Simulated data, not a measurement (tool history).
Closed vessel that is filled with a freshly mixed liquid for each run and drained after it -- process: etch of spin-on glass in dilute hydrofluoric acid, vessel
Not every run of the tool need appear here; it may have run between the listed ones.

run,hour,temperature setpoint of the liquid (C),parts of water to one part of 49 % hydrofluoric acid (parts by volume),time in the liquid (s),thickness taken off the spin-on glass on a monitor wafer (angstrom)
1,0.0,25.0,195,100,117.27
2,4.3,24.5,195,100,115.11
3,5.7,26.0,195,100,121.84
4,12.3,26.0,195,105,130.03
5,16.0,25.0,195,105,124.05
6,22.4,27.5,195,105,135.04

The next listed run, before its measurement:
7,31.3,23.5,200,105,?

{"run 7": {"thickness taken off the spin-on glass on a monitor wafer (angstrom)": 114.91}}
